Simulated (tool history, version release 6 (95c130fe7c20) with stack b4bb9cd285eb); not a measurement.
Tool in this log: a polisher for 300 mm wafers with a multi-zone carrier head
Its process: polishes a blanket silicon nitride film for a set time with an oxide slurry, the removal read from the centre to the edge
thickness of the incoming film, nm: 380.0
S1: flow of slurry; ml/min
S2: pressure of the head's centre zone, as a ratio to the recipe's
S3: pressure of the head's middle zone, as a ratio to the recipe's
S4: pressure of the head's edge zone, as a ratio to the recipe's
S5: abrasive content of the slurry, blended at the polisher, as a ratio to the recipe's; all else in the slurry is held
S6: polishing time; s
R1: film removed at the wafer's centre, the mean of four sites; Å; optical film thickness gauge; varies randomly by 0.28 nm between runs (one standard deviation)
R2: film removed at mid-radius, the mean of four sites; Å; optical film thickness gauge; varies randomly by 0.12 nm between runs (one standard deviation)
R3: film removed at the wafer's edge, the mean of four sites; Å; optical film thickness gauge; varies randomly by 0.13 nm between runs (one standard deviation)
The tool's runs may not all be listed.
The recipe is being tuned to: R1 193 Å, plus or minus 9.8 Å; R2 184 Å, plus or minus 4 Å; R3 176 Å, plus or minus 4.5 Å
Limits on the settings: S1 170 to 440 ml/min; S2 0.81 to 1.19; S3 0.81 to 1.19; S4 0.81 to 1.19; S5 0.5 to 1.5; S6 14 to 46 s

run	hour	S1	S2	S3	S4	S5	S6	R1	R2	R3
1	0	280	1	1	1	1	30	151.47	147.91	150.85
2	4.2	280	1	0.95	1	1	30	147.99	143.5	150.13
3	6	295	1.02	1	1.02	1.05	30	159.69	154.73	158.77
4	9.4	295	1.02	1	1.02	0.9	30	141.49	139.92	141.81
5	16.9	300	1.04	1.03	1.04	0.95	30	147.15	148.56	148.19
6	20.7	300	1.08	1.03	1.04	0.95	30	158.48	148.2	148.32
7	27.4	355	1.14	1.13	1.14	1.2	30	196.34	188.33	180.79
8	28.8	350	1.14	1.13	1.13	1.2	30	193.34	186.82	181.96
9	34.3	345	1.14	1.13	1.12	1.2	30	194.56	188.67	182.13
10	41.8	345	1.14	1.13	1.11	1.2	30	195.81	189.15	179.68

5 next moves are on the table. One of them brings every result within its allowed miss. Which?
A	49.3	320	1.11	1.1	1.13	1.2	31	?	?	?
B	49.3	325	1	1.1	1.19	1.15	31	?	?	?
C	49.3	355	1.04	1.1	1.13	1.05	31	?	?	?
D	49.3	355	1.15	1.12	1.1	0.95	34	?	?	?
E	49.3	300	1.12	1.19	1.03	1.25	30	?	?	?

move	R1	R2	R3
A	195.53	188.35	187.26
B	172.19	184.33	188.09
C	171	175.8	174.38
D	194.03	182.96	176.32
E	193.98	198.17	175.76
A: the biggest miss grows against the last run
B: the furthest-off result lands on target, but another misses its tolerance
C: carries the result that was furthest off beyond its target, to the other side
D: each result inside its tolerance
E: the biggest miss grows against the last run
Answer: D

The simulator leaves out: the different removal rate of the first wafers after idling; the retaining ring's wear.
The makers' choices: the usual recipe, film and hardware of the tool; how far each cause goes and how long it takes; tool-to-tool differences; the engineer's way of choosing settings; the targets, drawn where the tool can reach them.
